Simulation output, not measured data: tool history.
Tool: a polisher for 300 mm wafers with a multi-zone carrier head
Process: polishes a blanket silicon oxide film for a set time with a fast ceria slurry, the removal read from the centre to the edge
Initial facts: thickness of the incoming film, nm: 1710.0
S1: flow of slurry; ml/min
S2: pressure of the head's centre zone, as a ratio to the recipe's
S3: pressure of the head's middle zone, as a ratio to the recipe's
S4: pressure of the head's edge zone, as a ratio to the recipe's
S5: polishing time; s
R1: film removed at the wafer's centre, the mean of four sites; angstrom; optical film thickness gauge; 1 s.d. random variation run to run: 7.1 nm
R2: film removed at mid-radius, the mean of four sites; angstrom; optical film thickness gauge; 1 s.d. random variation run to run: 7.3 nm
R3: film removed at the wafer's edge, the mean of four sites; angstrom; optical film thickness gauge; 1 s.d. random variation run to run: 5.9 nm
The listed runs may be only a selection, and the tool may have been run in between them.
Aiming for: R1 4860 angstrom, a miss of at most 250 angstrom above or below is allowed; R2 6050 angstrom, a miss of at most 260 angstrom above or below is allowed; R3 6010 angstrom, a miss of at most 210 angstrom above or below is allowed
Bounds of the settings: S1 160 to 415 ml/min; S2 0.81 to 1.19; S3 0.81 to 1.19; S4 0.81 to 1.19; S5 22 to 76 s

{"run": 1, "hour": 0.0, "S1": 265, "S2": 1, "S3": 1, "S4": 1, "S5": 49, "R1": 5033.9, "R2": 5095.8, "R3": 5135.7}
{"run": 2, "hour": 5.6, "S1": 265, "S2": 0.98, "S3": 1.02, "S4": 1.03, "S5": 50, "R1": 4959.8, "R2": 5150.8, "R3": 5384.8}
{"run": 3, "hour": 6.8, "S1": 265, "S2": 1.06, "S3": 1.02, "S4": 1.03, "S5": 50, "R1": 5422.6, "R2": 5141.7, "R3": 5297.2}
{"run": 4, "hour": 8.3, "S1": 270, "S2": 1.03, "S3": 1.05, "S4": 1.04, "S5": 51, "R1": 5294.8, "R2": 5451.2, "R3": 5450.2}
{"run": 5, "hour": 11.7, "S1": 270, "S2": 1.03, "S3": 1.05, "S4": 1.04, "S5": 42, "R1": 4468.2, "R2": 4483.7, "R3": 4442.5}
{"run": 6, "hour": 13.9, "S1": 270, "S2": 0.96, "S3": 1.05, "S4": 1.04, "S5": 42, "R1": 4175.2, "R2": 4505.9, "R3": 4434.5}
{"run": 7, "hour": 16.3, "S1": 270, "S2": 0.95, "S3": 1.06, "S4": 1.05, "S5": 44, "R1": 4279.1, "R2": 4677.9, "R3": 4708.3}
{"run": 8, "hour": 21.6, "S1": 295, "S2": 0.91, "S3": 1.16, "S4": 1.14, "S5": 54, "R1": 4943.5, "R2": 6243.6, "R3": 6183.5}

Exactly one of the 4 candidate moves below puts every result within its allowed miss. Which one?
{"run": "A", "hour": 26.9, "S1": 375, "S2": 0.88, "S3": 1.11, "S4": 1.14, "S5": 53, "R1": "?", "R2": "?", "R3": "?"}
{"run": "B", "hour": 26.9, "S1": 330, "S2": 0.85, "S3": 1.1, "S4": 1.17, "S5": 57, "R1": "?", "R2": "?", "R3": "?"}
{"run": "C", "hour": 26.9, "S1": 305, "S2": 0.86, "S3": 1.06, "S4": 1.19, "S5": 56, "R1": "?", "R2": "?", "R3": "?"}
{"run": "D", "hour": 26.9, "S1": 295, "S2": 0.81, "S3": 1.14, "S4": 1.04, "S5": 57, "R1": "?", "R2": "?", "R3": "?"}

move=A R1=4895.2 R2=6035 R3=5969.3
move=B R1=5029.6 R2=6379.6 R3=6455.1
move=C R1=4963.5 R2=6033.5 R3=6367.7
move=D R1=4743.7 R2=6520.9 R3=6055.8
A: in spec on every target
B: the biggest miss grows against the last run
C: the biggest miss grows against the last run
D: brings the last run's worst result on target, with another outside its allowed miss
The right move is A.

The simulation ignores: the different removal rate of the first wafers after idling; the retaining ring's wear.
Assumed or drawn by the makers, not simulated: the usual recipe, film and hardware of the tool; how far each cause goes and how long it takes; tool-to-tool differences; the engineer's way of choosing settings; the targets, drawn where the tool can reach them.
